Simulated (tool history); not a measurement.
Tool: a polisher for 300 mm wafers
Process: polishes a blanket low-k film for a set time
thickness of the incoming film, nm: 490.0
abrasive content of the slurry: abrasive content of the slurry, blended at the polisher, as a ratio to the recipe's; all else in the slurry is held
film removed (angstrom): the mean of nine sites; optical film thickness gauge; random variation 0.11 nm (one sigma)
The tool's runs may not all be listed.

run,hour,flow of slurry (ml/min),pressure of the wafer on the pad (psi),speed of the pad under the wafer (m/s),abrasive content of the slurry,polishing time (s),film removed (angstrom)
1,0.0,135,1.4,0.96,1.0,52,180.680
2,4.5,135,1.2,0.90,1.0,52,151.760
3,8.5,135,1.5,0.90,1.0,52,177.910
4,10.5,135,1.2,0.82,1.0,52,141.860
5,19.1,135,1.0,0.76,1.0,52,115.900
6,23.5,135,1.0,0.76,0.8,52,98.206
7,26.3,135,1.0,0.76,0.8,52,99.511

Forecast run 8:
8,32.6,135,0.9,0.76,0.8,52,?

{"run 8": {"film removed (angstrom)": 90.964}}
